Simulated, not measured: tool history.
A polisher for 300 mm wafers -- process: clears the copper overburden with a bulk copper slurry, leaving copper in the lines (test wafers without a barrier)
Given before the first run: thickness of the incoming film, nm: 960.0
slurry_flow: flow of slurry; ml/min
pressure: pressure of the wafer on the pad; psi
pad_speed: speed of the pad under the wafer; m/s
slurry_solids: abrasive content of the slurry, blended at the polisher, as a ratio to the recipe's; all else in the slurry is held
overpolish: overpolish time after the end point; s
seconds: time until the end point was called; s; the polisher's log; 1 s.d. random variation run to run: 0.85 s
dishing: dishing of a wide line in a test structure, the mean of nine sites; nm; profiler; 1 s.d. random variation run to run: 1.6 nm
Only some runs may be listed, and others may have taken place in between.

| run | hour | slurry_flow | pressure | pad_speed | slurry_solids | overpolish | seconds | dishing |
|---|---|---|---|---|---|---|---|---|
| 1 | 0 | 225 | 3.4 | 1.42 | 1 | 16 | 57.188 | 113.86 |
| 2 | 3.3 | 225 | 3.1 | 1.42 | 1 | 16 | 61.703 | 109.18 |
| 3 | 9.2 | 225 | 3.6 | 1.42 | 1 | 16 | 54.979 | 115.59 |
| 4 | 17.3 | 225 | 3.6 | 1.42 | 1 | 19 | 55.604 | 122.72 |
| 5 | 22.5 | 225 | 3.6 | 1.42 | 0.9 | 19 | 57.071 | 122.07 |
| 6 | 29.5 | 225 | 3.6 | 1.6 | 0.9 | 19 | 50.941 | 130.61 |
| 7 | 31.6 | 225 | 3.1 | 1.58 | 0.9 | 18 | 58.027 | 119.17 |
| 8 | 37.6 | 225 | 2.7 | 1.56 | 0.9 | 17 | 65.104 | 110.75 |

Run 9, settings as shown, results not yet in. Your forecast:
| 9 | 41.8 | 225 | 2.7 | 1.56 | 0.9 | 17 | ? | ? |

{"run 9": {"seconds": 63.606, "dishing": 108.68}}
